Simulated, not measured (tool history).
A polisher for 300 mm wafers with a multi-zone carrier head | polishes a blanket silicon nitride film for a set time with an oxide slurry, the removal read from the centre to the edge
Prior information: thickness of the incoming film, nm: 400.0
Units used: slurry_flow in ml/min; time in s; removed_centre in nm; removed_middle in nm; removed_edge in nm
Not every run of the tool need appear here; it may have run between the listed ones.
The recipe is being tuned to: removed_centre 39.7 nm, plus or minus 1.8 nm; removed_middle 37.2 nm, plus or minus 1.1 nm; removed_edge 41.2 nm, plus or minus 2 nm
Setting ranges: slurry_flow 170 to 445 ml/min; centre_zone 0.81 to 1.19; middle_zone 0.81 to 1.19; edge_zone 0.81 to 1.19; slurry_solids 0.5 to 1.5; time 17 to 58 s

| run | hour | slurry_flow | centre_zone | middle_zone | edge_zone | slurry_solids | time | removed_centre | removed_middle | removed_edge |
|---|---|---|---|---|---|---|---|---|---|---|
| 1 | 0 | 285 | 1 | 1 | 1 | 1 | 37 | 31.851 | 31.583 | 32.217 |
| 2 | 3.4 | 285 | 1 | 1 | 1.04 | 1 | 37 | 31.255 | 31.635 | 32.3 |
| 3 | 9.1 | 285 | 1.01 | 0.98 | 1.05 | 1.1 | 37 | 33.703 | 33.029 | 34.036 |
| 4 | 15.8 | 285 | 1.01 | 0.98 | 1.05 | 1.1 | 32 | 29.313 | 28.74 | 28.821 |
| 5 | 19.7 | 275 | 1 | 0.95 | 1.06 | 1.2 | 34 | 31.828 | 30.773 | 32.813 |
| 6 | 26 | 275 | 1 | 0.95 | 1.06 | 1.2 | 28 | 25.862 | 25.326 | 27.035 |
| 7 | 29.6 | 260 | 1 | 0.94 | 1.06 | 1.25 | 30 | 28.242 | 26.932 | 29.418 |
| 8 | 34.4 | 250 | 1.01 | 0.95 | 1.07 | 1.3 | 32 | 30.621 | 29.703 | 32.554 |

5 next moves are on the table. One of them brings every result within its allowed miss. Which?
| A | 39.2 | 225 | 1.01 | 0.94 | 1.08 | 1.1 | 31 | ? | ? | ? |
| B | 39.2 | 170 | 1.06 | 0.94 | 1.05 | 1.5 | 40 | ? | ? | ? |
| C | 39.2 | 340 | 1.06 | 1.03 | 0.97 | 1.15 | 23 | ? | ? | ? |
| D | 39.2 | 180 | 1.03 | 1 | 1.03 | 1.35 | 37 | ? | ? | ? |
| E | 39.2 | 385 | 0.95 | 0.91 | 0.98 | 1.3 | 38 | ? | ? | ? |

| move | removed_centre | removed_middle | removed_edge |
|---|---|---|---|
| A | 27.651 | 26.012 | 28.511 |
| B | 41.203 | 37.438 | 40.803 |
| C | 22.752 | 22.139 | 21.103 |
| D | 35.961 | 35.175 | 35.951 |
| E | 36.889 | 35.282 | 37.466 |
A: lands further from the targets than the last run did
B: in spec on every target
C: lands further from the targets than the last run did
D: gains on the last run, yet a result remains outside its allowed miss
E: gains on the last run, yet a result remains outside its allowed miss
Answer: B
